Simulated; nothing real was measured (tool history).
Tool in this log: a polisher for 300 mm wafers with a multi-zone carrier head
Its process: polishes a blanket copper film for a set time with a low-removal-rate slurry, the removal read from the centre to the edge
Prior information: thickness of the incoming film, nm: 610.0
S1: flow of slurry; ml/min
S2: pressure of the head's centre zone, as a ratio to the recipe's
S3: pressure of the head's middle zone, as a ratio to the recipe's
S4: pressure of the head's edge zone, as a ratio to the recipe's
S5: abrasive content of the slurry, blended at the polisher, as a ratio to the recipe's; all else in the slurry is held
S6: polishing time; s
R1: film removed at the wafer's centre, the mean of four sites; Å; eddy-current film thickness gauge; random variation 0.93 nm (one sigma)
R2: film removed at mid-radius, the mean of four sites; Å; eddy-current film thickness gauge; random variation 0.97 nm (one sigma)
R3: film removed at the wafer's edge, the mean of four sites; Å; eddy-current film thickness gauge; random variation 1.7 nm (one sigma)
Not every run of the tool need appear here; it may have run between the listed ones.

run,hour,S1,S2,S3,S4,S5,S6,R1,R2,R3
1,0.0,285,1.00,1.00,1.00,1.00,63,2238.3,2277.4,2405.9
2,3.2,280,0.98,0.98,0.95,0.85,53,1798.0,1783.9,1907.3
3,5.7,280,1.03,0.98,0.95,0.85,53,1849.4,1789.9,1898.0
4,12.9,275,0.99,0.98,0.91,0.75,47,1543.5,1534.3,1566.3
5,19.0,275,0.99,1.03,0.91,0.75,47,1558.0,1591.2,1594.9
6,26.1,265,0.95,0.99,0.88,0.65,45,1361.6,1442.2,1475.9
7,29.5,270,0.95,0.97,0.86,0.60,43,1263.1,1339.3,1390.3
8,33.5,265,0.96,0.96,0.84,0.55,42,1223.7,1264.1,1287.4
9,40.0,255,0.95,0.95,0.83,0.55,42,1219.2,1236.7,1285.0
# hour 41.3: edge zone pressure recalibrated
10,41.3,235,0.92,0.95,0.81,0.50,41,1111.5,1172.9,1156.6
11,43.0,250,0.93,0.94,0.82,0.50,41,1127.5,1155.5,1165.2

Run 12 has not been measured yet. What should we expect?
12,51.2,265,0.93,0.94,0.83,0.50,41,?,?,?

Logged for run 12: R1 1120.8 Å, R2 1174.1 Å, R3 1187.3 Å.

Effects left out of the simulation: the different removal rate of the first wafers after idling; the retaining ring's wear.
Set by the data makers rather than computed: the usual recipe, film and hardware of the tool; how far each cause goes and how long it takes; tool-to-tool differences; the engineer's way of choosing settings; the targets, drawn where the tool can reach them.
